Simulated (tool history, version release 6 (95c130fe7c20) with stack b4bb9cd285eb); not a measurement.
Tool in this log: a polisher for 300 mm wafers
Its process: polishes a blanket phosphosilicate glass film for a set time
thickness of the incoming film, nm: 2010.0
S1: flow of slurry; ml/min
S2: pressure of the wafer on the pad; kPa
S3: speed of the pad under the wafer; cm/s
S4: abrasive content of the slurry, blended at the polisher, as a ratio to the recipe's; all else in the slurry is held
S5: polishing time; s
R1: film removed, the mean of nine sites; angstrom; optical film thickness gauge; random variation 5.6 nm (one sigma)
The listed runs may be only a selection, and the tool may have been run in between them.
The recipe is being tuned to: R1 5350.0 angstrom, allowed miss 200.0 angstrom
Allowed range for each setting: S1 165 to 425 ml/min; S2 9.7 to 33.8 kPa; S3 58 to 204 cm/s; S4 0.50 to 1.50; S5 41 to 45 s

| run | hour | S1 | S2 | S3 | S4 | S5 | R1 |
|---|---|---|---|---|---|---|---|
| 1 | 0.0 | 275 | 21.4 | 130 | 1.00 | 45 | 4286.3 |
| 2 | 7.5 | 275 | 21.4 | 130 | 1.00 | 41 | 3959.8 |
| 3 | 12.9 | 275 | 22.8 | 130 | 1.00 | 41 | 4146.7 |
| 4 | 13.6 | 275 | 22.8 | 130 | 1.00 | 41 | 4141.2 |
| 5 | 22.0 | 275 | 24.1 | 130 | 1.00 | 41 | 4467.8 |
| 6 | 30.6 | 275 | 24.1 | 130 | 0.80 | 41 | 3993.1 |
| 7 | 31.9 | 275 | 25.5 | 130 | 0.80 | 41 | 4149.9 |
| 8 | 35.0 | 275 | 26.9 | 130 | 0.80 | 41 | 4457.4 |
| 9 | 39.8 | 275 | 27.6 | 130 | 0.80 | 41 | 4501.3 |
| 10 | 47.7 | 275 | 28.3 | 130 | 0.80 | 41 | 4637.5 |

4 candidate next runs follow, results not yet known. Just one meets every target within its allowed miss. Identify it.
| A | 55.6 | 285 | 26.9 | 122 | 0.90 | 45 | ? |
| B | 55.6 | 315 | 22.8 | 160 | 0.65 | 41 | ? |
| C | 55.6 | 250 | 26.2 | 134 | 0.90 | 43 | ? |
| D | 55.6 | 345 | 31.7 | 126 | 0.65 | 45 | ? |

| move | R1 |
|---|---|
| A | 4987.1 |
| B | 4206.2 |
| C | 4918.5 |
| D | 5325.5 |
A: gains on the last run, yet a result remains outside its allowed miss
B: moves away from the targets compared with the last run
C: gains on the last run, yet a result remains outside its allowed miss
D: every result lands within tolerance
Correct choice: D, which meets every target

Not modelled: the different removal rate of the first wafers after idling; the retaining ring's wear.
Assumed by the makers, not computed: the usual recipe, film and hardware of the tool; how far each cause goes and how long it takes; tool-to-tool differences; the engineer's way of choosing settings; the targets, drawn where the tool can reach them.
